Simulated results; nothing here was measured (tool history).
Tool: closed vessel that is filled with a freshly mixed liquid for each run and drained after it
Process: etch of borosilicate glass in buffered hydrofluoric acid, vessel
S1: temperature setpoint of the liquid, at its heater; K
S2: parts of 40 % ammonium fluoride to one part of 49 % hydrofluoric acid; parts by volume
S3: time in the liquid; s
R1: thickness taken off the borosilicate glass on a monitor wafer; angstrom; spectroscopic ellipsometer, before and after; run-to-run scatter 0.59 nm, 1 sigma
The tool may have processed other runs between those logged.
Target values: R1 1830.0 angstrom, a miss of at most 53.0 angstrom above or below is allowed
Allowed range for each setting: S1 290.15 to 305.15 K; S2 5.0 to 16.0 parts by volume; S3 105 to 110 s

run 1 hour=0.0 | S1=297.15 S2=9.5 S3=105 | R1=1263.9
run 2 hour=2.6 | S1=297.15 S2=9.5 S3=105 | R1=1267.3
run 3 hour=9.3 | S1=297.15 S2=7.5 S3=105 | R1=1598.7
run 4 hour=11.5 | S1=297.65 S2=7.5 S3=105 | R1=1642.1
run 5 hour=14.5 | S1=298.15 S2=7.5 S3=105 | R1=1675.7
run 6 hour=15.3 | S1=298.65 S2=7.5 S3=105 | R1=1733.5
run 7 hour=19.0 | S1=298.65 S2=7.5 S3=105 | R1=1725.4
run 8 hour=27.1 | S1=299.15 S2=7.5 S3=105 | R1=1771.3

Below are 4 possible settings for the next run. Only one of them brings all results inside the allowed miss of their targets. Which is it?
run A hour=35.2 | S1=299.65 S2=8.0 S3=105 | R1=?
run B hour=35.2 | S1=294.15 S2=5.5 S3=105 | R1=?
run C hour=35.2 | S1=300.65 S2=8.5 S3=105 | R1=?
run D hour=35.2 | S1=299.15 S2=8.0 S3=105 | R1=?

move=A R1=1699.0
move=B R1=1822.7
move=C R1=1674.8
move=D R1=1654.8
A: further off than the last run
B: hits every target within its allowed miss
C: further off than the last run
D: further off than the last run
Answer: B

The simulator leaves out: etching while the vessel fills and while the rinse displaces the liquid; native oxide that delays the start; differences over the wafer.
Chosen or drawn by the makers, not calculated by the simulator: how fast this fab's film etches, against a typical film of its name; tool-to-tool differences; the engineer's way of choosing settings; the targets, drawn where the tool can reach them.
